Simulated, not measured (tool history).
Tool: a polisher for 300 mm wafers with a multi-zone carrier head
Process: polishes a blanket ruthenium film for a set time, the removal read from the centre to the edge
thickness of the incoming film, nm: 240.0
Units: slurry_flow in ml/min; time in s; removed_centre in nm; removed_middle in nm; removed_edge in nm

run 1 hour=0.0 | slurry_flow=320 centre_zone=1.00 middle_zone=1.00 edge_zone=1.00 time=42 | removed_centre=29.938 removed_middle=34.362 removed_edge=33.936
run 2 hour=6.3 | slurry_flow=320 centre_zone=1.00 middle_zone=1.00 edge_zone=1.07 time=42 | removed_centre=29.871 removed_middle=34.721 removed_edge=35.288
run 3 hour=13.2 | slurry_flow=320 centre_zone=1.00 middle_zone=0.96 edge_zone=1.07 time=42 | removed_centre=29.744 removed_middle=32.943 removed_edge=35.010
run 4 hour=14.4 | slurry_flow=375 centre_zone=1.00 middle_zone=0.96 edge_zone=1.07 time=42 | removed_centre=30.365 removed_middle=33.678 removed_edge=34.799
-- hour=19.9 centre zone pressure recalibrated
run 5 hour=19.9 | slurry_flow=375 centre_zone=1.00 middle_zone=0.96 edge_zone=1.12 time=42 | removed_centre=34.965 removed_middle=33.115 removed_edge=36.185
run 6 hour=21.3 | slurry_flow=375 centre_zone=0.93 middle_zone=0.96 edge_zone=1.12 time=42 | removed_centre=31.716 removed_middle=33.526 removed_edge=36.624
run 7 hour=29.8 | slurry_flow=360 centre_zone=0.91 middle_zone=0.98 edge_zone=1.13 time=43 | removed_centre=31.905 removed_middle=34.935 removed_edge=37.316

The next listed run, before its measurement:
run 8 hour=37.7 | slurry_flow=345 centre_zone=0.89 middle_zone=0.99 edge_zone=1.14 time=44 | removed_centre=? removed_middle=? removed_edge=?

removed_centre: 31.975 nm
removed_middle: 35.928 nm
removed_edge: 38.164 nm

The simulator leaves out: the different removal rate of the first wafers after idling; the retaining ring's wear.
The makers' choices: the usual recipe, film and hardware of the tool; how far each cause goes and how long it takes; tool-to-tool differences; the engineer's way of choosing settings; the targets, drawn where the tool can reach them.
